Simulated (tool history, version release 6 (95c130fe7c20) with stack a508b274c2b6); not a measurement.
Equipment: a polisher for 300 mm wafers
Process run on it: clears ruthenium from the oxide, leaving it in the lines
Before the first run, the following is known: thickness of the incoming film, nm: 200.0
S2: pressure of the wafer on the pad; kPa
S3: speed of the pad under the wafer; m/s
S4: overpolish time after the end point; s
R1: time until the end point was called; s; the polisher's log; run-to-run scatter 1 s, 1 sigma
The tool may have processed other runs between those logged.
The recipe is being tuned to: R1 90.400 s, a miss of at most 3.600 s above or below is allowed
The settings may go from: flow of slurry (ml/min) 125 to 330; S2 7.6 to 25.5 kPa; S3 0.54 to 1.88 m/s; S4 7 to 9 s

{"run": 1, "hour": 0.0, "flow of slurry (ml/min)": 210, "S2": 16.5, "S3": 1.2, "S4": 9, "R1": 129.79}
{"run": 2, "hour": 5.7, "flow of slurry (ml/min)": 210, "S2": 16.5, "S3": 1.2, "S4": 7, "R1": 130.44}
{"run": 3, "hour": 7.5, "flow of slurry (ml/min)": 240, "S2": 16.5, "S3": 1.2, "S4": 7, "R1": 123.43}
{"run": 4, "hour": 11.1, "flow of slurry (ml/min)": 250, "S2": 17.2, "S3": 1.2, "S4": 7, "R1": 123.19}
{"run": 5, "hour": 11.8, "flow of slurry (ml/min)": 250, "S2": 19.3, "S3": 1.2, "S4": 7, "R1": 109.7}
{"run": 6, "hour": 20.3, "flow of slurry (ml/min)": 250, "S2": 20.0, "S3": 1.2, "S4": 7, "R1": 105.17}
{"run": 7, "hour": 28.0, "flow of slurry (ml/min)": 250, "S2": 20.0, "S3": 1.2, "S4": 7, "R1": 107.46}
{"run": 8, "hour": 30.6, "flow of slurry (ml/min)": 250, "S2": 20.7, "S3": 1.2, "S4": 7, "R1": 102.93}
{"run": 9, "hour": 31.2, "flow of slurry (ml/min)": 250, "S2": 21.4, "S3": 1.2, "S4": 7, "R1": 98.399}
{"run": 10, "hour": 40.0, "flow of slurry (ml/min)": 250, "S2": 22.1, "S3": 1.2, "S4": 7, "R1": 95.296}

Of the 5 settings listed for the next run, only one would bring every result within its allowed miss of target. Which one?
{"run": "A", "hour": 48.8, "flow of slurry (ml/min)": 245, "S2": 22.1, "S3": 1.16, "S4": 7, "R1": "?"}
{"run": "B", "hour": 48.8, "flow of slurry (ml/min)": 315, "S2": 24.1, "S3": 1.16, "S4": 9, "R1": "?"}
{"run": "C", "hour": 48.8, "flow of slurry (ml/min)": 215, "S2": 19.3, "S3": 1.34, "S4": 9, "R1": "?"}
{"run": "D", "hour": 48.8, "flow of slurry (ml/min)": 260, "S2": 22.1, "S3": 1.1, "S4": 9, "R1": "?"}
{"run": "E", "hour": 48.8, "flow of slurry (ml/min)": 225, "S2": 25.5, "S3": 0.96, "S4": 9, "R1": "?"}

move=A R1=100.900
move=B R1=90.288
move=C R1=101.260
move=D R1=105.520
move=E R1=106.480
A: lands further from the targets than the last run did
B: hits every target within its allowed miss
C: lands further from the targets than the last run did
D: lands further from the targets than the last run did
E: lands further from the targets than the last run did
Answer: B

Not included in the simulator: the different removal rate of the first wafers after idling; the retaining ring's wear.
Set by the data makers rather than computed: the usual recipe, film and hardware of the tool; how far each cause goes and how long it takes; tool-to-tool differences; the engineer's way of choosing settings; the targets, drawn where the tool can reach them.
